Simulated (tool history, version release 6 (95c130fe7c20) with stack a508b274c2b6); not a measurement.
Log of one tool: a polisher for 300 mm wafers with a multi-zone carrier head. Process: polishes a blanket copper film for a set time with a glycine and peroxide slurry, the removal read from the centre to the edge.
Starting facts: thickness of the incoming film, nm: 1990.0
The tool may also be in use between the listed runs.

run,hour,flow of slurry (ml/min),pressure of the head's centre zone,pressure of the head's middle zone,pressure of the head's edge zone,polishing time (s),film removed at the wafer's centre (angstrom),film removed at mid-radius (angstrom),film removed at the wafer's edge (angstrom)
1,0,150,1,1,1,45,1657.7,1721.3,1659.7
2,8.8,155,1.02,0.98,1.03,47,1755.3,1778.8,1742.2
3,15.3,155,1.02,0.98,1.03,40,1495.4,1513.5,1517.6
4,16.5,180,1.02,0.98,1.03,40,1548.7,1533,1553.4
5,18.8,180,1.05,0.98,1.03,40,1560.8,1526.4,1532.7
6,24.6,185,1.07,0.96,1.05,43,1725.1,1637,1655.7
7,25.7,190,1.08,0.93,1.07,45,1841.1,1654.2,1758.5
8,31.6,195,1.09,0.92,1.09,47,1960.4,1773.4,1850
9,38.5,200,1.09,0.9,1.11,48,1997.2,1737.4,1964.1
10,39.4,205,1.1,0.9,1.12,49,2064.8,1768.8,1955.3
11,43,205,1.1,0.9,1.13,50,2106.4,1821.1,2040

The next listed run, before its measurement:
# hour 48.4: slurry nozzle cleaned
12,48.4,205,1.11,0.9,1.14,51,?,?,?

{"run 12": {"film removed at the wafer's centre (angstrom)": 2275.8, "film removed at mid-radius (angstrom)": 1942.2, "film removed at the wafer's edge (angstrom)": 2135}}

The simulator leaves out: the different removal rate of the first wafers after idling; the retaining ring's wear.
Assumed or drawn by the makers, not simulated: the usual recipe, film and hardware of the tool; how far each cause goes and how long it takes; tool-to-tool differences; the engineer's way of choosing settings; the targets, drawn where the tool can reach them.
